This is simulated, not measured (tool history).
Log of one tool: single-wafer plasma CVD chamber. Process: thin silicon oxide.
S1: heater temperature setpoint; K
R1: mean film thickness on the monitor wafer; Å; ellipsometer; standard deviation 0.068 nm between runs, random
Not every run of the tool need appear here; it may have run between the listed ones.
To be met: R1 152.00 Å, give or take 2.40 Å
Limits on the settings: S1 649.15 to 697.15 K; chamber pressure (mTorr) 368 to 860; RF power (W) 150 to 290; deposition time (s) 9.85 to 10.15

run 1 hour=0.0 | S1=673.15 chamber_pressure_(mTorr)=614 RF_power_(W)=220 deposition_time_(s)=9.85 | R1=112.87
run 2 hour=4.9 | S1=673.15 chamber_pressure_(mTorr)=665 RF_power_(W)=220 deposition_time_(s)=9.85 | R1=123.48
run 3 hour=10.3 | S1=673.15 chamber_pressure_(mTorr)=701 RF_power_(W)=220 deposition_time_(s)=9.85 | R1=129.19
run 4 hour=16.4 | S1=673.15 chamber_pressure_(mTorr)=733 RF_power_(W)=220 deposition_time_(s)=9.85 | R1=134.54
run 5 hour=24.2 | S1=679.15 chamber_pressure_(mTorr)=733 RF_power_(W)=220 deposition_time_(s)=9.85 | R1=133.78
run 6 hour=31.5 | S1=677.15 chamber_pressure_(mTorr)=756 RF_power_(W)=220 deposition_time_(s)=9.85 | R1=138.57
run 7 hour=38.8 | S1=675.15 chamber_pressure_(mTorr)=773 RF_power_(W)=220 deposition_time_(s)=9.85 | R1=142.19
run 8 hour=47.3 | S1=675.15 chamber_pressure_(mTorr)=819 RF_power_(W)=220 deposition_time_(s)=9.85 | R1=148.47
-- hour=50.2 thermocouple changed; heater temperature recalibrated
run 9 hour=50.2 | S1=675.15 chamber_pressure_(mTorr)=825 RF_power_(W)=220 deposition_time_(s)=9.85 | R1=147.97

5 candidate next runs follow, results not yet known. Just one meets every target within its allowed miss. Identify it.
run A hour=53.1 | S1=672.15 chamber_pressure_(mTorr)=792 RF_power_(W)=220 deposition_time_(s)=9.85 | R1=?
run B hour=53.1 | S1=680.15 chamber_pressure_(mTorr)=855 RF_power_(W)=205 deposition_time_(s)=9.85 | R1=?
run C hour=53.1 | S1=676.15 chamber_pressure_(mTorr)=800 RF_power_(W)=215 deposition_time_(s)=9.85 | R1=?
run D hour=53.1 | S1=680.15 chamber_pressure_(mTorr)=818 RF_power_(W)=215 deposition_time_(s)=9.88 | R1=?
run E hour=53.1 | S1=680.15 chamber_pressure_(mTorr)=816 RF_power_(W)=220 deposition_time_(s)=10.15 | R1=?

move=A R1=143.35
move=B R1=144.47
move=C R1=141.87
move=D R1=144.68
move=E R1=150.72
A: its largest miss is bigger than the last run's
B: its largest miss is bigger than the last run's
C: its largest miss is bigger than the last run's
D: its largest miss is bigger than the last run's
E: every result lands within tolerance
E is the move that brings every result within its allowed miss.

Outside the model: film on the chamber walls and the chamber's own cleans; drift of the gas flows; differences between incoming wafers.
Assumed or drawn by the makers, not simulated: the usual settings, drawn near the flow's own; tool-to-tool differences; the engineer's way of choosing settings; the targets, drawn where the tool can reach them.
